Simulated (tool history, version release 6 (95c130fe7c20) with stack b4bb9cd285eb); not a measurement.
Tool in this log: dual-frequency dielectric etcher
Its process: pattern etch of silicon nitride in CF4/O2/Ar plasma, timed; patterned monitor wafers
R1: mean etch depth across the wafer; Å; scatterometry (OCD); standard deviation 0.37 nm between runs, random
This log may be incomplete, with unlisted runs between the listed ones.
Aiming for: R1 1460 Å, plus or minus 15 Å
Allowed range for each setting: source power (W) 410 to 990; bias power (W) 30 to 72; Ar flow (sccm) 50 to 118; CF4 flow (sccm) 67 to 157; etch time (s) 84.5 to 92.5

Run 1, hour 0: source power (W) 700, bias power (W) 51, Ar flow (sccm) 84, CF4 flow (sccm) 112, etch time (s) 92.5. Result: R1 2438.1 Å.
Run 2, hour 7.7: source power (W) 700, bias power (W) 51, Ar flow (sccm) 84, CF4 flow (sccm) 103, etch time (s) 92.5. Result: R1 2408.4 Å.
Run 3, hour 14.5: source power (W) 780, bias power (W) 51, Ar flow (sccm) 84, CF4 flow (sccm) 103, etch time (s) 92.5. Result: R1 2682.8 Å.
Run 4, hour 15.2: source power (W) 660, bias power (W) 46, Ar flow (sccm) 85, CF4 flow (sccm) 103, etch time (s) 92.5. Result: R1 2145.7 Å.
Run 5, hour 15.8: source power (W) 660, bias power (W) 46, Ar flow (sccm) 80, CF4 flow (sccm) 103, etch time (s) 92.5. Result: R1 2174.3 Å.
Run 6, hour 24.8: source power (W) 660, bias power (W) 46, Ar flow (sccm) 80, CF4 flow (sccm) 103, etch time (s) 92.5. Result: R1 2166 Å.
Run 7, hour 27.7: source power (W) 520, bias power (W) 36, Ar flow (sccm) 83, CF4 flow (sccm) 102, etch time (s) 92.5. Result: R1 1477.4 Å.
At hour 29.8: source power generator calibrated.
Run 8, hour 29.8: source power (W) 510, bias power (W) 36, Ar flow (sccm) 83, CF4 flow (sccm) 102, etch time (s) 92.5. Result: R1 1511.9 Å.
Run 9, hour 34.8: source power (W) 510, bias power (W) 36, Ar flow (sccm) 83, CF4 flow (sccm) 102, etch time (s) 92.5. Result: R1 1512.5 Å.
Run 10, hour 36.5: source power (W) 500, bias power (W) 36, Ar flow (sccm) 83, CF4 flow (sccm) 102, etch time (s) 92.5. Result: R1 1480.6 Å.

4 candidate next runs follow, results not yet known. Just one meets every target within its allowed miss. Identify it.
Run A, hour 38.2: source power (W) 530, bias power (W) 35, Ar flow (sccm) 90, CF4 flow (sccm) 126, etch time (s) 84.5. Result: R1 ?.
Run B, hour 38.2: source power (W) 480, bias power (W) 37, Ar flow (sccm) 80, CF4 flow (sccm) 101, etch time (s) 91. Result: R1 ?.
Run C, hour 38.2: source power (W) 510, bias power (W) 36, Ar flow (sccm) 81, CF4 flow (sccm) 104, etch time (s) 86. Result: R1 ?.
Run D, hour 38.2: source power (W) 520, bias power (W) 36, Ar flow (sccm) 81, CF4 flow (sccm) 94, etch time (s) 91.5. Result: R1 ?.

move      R1
   A  1458.4
   B  1412.4
   C  1418.9
   D  1518.9
A: hits every target within its allowed miss
B: the result that was furthest off in the last run now lies on the other side of its target
C: the result that was furthest off in the last run now lies on the other side of its target
D: moves away from the targets compared with the last run
A is the move that brings every result within its allowed miss.

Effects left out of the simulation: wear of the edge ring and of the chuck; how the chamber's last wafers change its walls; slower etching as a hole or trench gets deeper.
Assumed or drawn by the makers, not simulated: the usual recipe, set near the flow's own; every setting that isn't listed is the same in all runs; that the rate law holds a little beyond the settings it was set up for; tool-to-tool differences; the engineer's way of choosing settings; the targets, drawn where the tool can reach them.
